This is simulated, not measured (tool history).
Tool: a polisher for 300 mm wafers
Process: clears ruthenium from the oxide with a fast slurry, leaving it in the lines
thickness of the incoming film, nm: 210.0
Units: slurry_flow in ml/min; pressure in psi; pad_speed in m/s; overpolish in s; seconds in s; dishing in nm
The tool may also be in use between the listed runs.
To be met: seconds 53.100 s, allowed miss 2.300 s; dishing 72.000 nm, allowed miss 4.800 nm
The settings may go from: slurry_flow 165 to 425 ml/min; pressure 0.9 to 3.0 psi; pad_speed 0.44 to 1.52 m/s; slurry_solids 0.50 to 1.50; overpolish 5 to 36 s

run  hour  slurry_flow  pressure  pad_speed  slurry_solids  overpolish  seconds  dishing
  1   0.0          275       1.9       0.98           1.00          18   77.364   41.148
  2   3.4          275       2.1       0.98           1.00          20   71.194   47.507
  3   9.4          275       2.3       0.98           1.00          21   66.576   54.286
  4  15.5          275       2.5       0.98           1.00          21   61.026   56.729
  5  24.1          335       2.5       0.98           1.00          21   58.409   56.863
  6  26.8          275       2.5       0.98           1.00          21   61.204   56.158
  7  32.9          280       2.6       0.98           1.00          22   58.817   61.558
  8  37.0          285       2.7       0.98           1.00          23   56.619   63.586
  9  38.1          290       2.7       0.98           1.00          24   55.311   64.621
 10  42.8          290       2.7       0.98           1.00          25   55.606   68.177

4 next moves are on the table. One of them brings every result within its allowed miss. Which?
  A  47.5          320       2.7       0.94           1.10          21        ?        ?
  B  47.5          325       2.4       1.10           0.95          20        ?        ?
  C  47.5          260       2.8       0.96           1.10          27        ?        ?
  D  47.5          295       2.7       1.02           0.85          25        ?        ?

move  seconds  dishing
   A   54.420   60.504
   B   56.393   56.931
   C   52.546   73.338
   D   58.084   65.286
A: brings the result that was furthest off to its target, and leaves another outside
B: further off than the last run
C: meets every target
D: further off than the last run
The right move is C.

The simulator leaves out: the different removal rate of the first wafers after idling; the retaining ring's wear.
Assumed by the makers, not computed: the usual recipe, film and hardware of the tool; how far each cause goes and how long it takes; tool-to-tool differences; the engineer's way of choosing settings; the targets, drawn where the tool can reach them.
